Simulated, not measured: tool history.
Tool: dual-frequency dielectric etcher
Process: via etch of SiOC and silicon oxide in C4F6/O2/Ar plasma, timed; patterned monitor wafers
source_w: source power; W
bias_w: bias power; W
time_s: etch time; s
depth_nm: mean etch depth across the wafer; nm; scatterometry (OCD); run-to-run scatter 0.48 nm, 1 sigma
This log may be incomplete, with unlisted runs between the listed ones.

run	day	source_w	bias_w	time_s	depth_nm
1	0	450	148	90.5	107.35
2	0.179	490	157	91	114.38
3	0.458	430	157	91	109.83
4	0.571	470	166	91.5	115.28
5	0.721	470	149	91.5	111.34
# day 0.792: wet clean of the chamber
6	0.792	510	158	92	121.47
7	0.933	530	159	92	122.21
8	1.171	550	161	92	125.17

For run 9, what comes out?
9	1.208	550	161	92	?

{"run 9": {"depth_nm": 124.85}}
